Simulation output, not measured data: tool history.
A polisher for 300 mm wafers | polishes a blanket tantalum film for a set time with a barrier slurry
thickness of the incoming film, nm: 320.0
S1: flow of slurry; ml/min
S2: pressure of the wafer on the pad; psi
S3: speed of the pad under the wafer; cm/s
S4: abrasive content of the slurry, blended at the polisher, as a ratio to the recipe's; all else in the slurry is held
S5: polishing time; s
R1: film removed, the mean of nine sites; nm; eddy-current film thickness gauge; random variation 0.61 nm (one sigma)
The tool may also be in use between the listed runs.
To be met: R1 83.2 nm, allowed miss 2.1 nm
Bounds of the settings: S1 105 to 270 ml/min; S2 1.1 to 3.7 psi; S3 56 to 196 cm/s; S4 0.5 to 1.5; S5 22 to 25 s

run,hour,S1,S2,S3,S4,S5,R1
1,0,175,2.4,126,1,25,55.952
2,1.9,175,2.4,146,1,25,63.431
3,6.6,160,2.4,146,1,25,63.136
4,11.2,170,2.6,146,1,25,66.719
# hour 13.4: worn pad replaced by a new one
5,13.4,175,2.8,146,1,25,74.683
6,15.8,140,2.8,146,1,25,71.182
7,17.4,190,3,146,1,25,79.31
8,25.7,195,3,146,1,25,79.804
9,28.1,200,3,146,1,25,80.432
10,31.8,205,3,146,1,25,80.16

Which of these 5 next moves meets every target?
A,35.5,205,3.2,140,1.05,24,?
B,35.5,150,2.6,180,1.05,24,?
C,35.5,220,3.7,120,1.15,25,?
D,35.5,230,3.2,138,0.85,25,?
E,35.5,245,3.2,158,0.85,23,?

move,R1
A,77.867
B,79.291
C,82.025
D,76.927
E,79.786
A: further off than the last run
B: further off than the last run
C: meets every target
D: further off than the last run
E: further off than the last run
Answer: C
